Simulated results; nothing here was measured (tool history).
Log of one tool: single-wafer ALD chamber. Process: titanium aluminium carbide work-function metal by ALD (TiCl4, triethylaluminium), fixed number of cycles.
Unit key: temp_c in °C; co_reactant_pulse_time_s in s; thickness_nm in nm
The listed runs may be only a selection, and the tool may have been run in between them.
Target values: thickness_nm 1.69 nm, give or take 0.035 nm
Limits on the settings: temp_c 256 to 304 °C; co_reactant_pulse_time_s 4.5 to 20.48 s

run 1 hour=0 | temp_c=280 co_reactant_pulse_time_s=12.49 | thickness_nm=1.8535
run 2 hour=8.4 | temp_c=276 co_reactant_pulse_time_s=12.49 | thickness_nm=1.8125
run 3 hour=10.9 | temp_c=276 co_reactant_pulse_time_s=14.42 | thickness_nm=1.8396
run 4 hour=16 | temp_c=276 co_reactant_pulse_time_s=16.79 | thickness_nm=1.8384
run 5 hour=17 | temp_c=276 co_reactant_pulse_time_s=14.05 | thickness_nm=1.8271
run 6 hour=24.2 | temp_c=274 co_reactant_pulse_time_s=13.87 | thickness_nm=1.8244
run 7 hour=25.8 | temp_c=271 co_reactant_pulse_time_s=12.73 | thickness_nm=1.7767
run 8 hour=32.6 | temp_c=270 co_reactant_pulse_time_s=12.6 | thickness_nm=1.7641
run 9 hour=34.2 | temp_c=269 co_reactant_pulse_time_s=12.49 | thickness_nm=1.7529
run 10 hour=36.2 | temp_c=268 co_reactant_pulse_time_s=12.4 | thickness_nm=1.7475
run 11 hour=39.3 | temp_c=267 co_reactant_pulse_time_s=12.31 | thickness_nm=1.7283

Which single option among these 4 for the next run brings every result within its allowed miss of target? Just one does.
run A hour=42.4 | temp_c=275 co_reactant_pulse_time_s=9.71 | thickness_nm=?
run B hour=42.4 | temp_c=256 co_reactant_pulse_time_s=10.25 | thickness_nm=?
run C hour=42.4 | temp_c=262 co_reactant_pulse_time_s=13.48 | thickness_nm=?
run D hour=42.4 | temp_c=273 co_reactant_pulse_time_s=11.52 | thickness_nm=?

move=A thickness_nm=1.7757
move=B thickness_nm=1.6054
move=C thickness_nm=1.6975
move=D thickness_nm=1.788
A: misses by more than the last run did
B: pushes the last run's worst result past its target
C: every result within its allowed miss
D: misses by more than the last run did
C is the move that brings every result within its allowed miss.
